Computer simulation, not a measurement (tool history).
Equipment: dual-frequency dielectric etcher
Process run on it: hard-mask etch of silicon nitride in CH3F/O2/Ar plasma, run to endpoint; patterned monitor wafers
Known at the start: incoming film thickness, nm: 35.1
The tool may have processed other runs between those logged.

run	hour	source power (kW)	bias power (kW)	endpoint time (s)
1	0	0.33	0.081	49.828
2	5.9	0.32	0.08	49.977
3	6.5	0.35	0.08	48.513
4	7.3	0.35	0.091	47.019
5	15	0.34	0.09	47.739
6	20.1	0.31	0.09	48.604

Run 7 has not been measured yet. What should we expect?
7	26.9	0.3	0.088	?

{"run 7": {"endpoint time (s)": 49.741}}

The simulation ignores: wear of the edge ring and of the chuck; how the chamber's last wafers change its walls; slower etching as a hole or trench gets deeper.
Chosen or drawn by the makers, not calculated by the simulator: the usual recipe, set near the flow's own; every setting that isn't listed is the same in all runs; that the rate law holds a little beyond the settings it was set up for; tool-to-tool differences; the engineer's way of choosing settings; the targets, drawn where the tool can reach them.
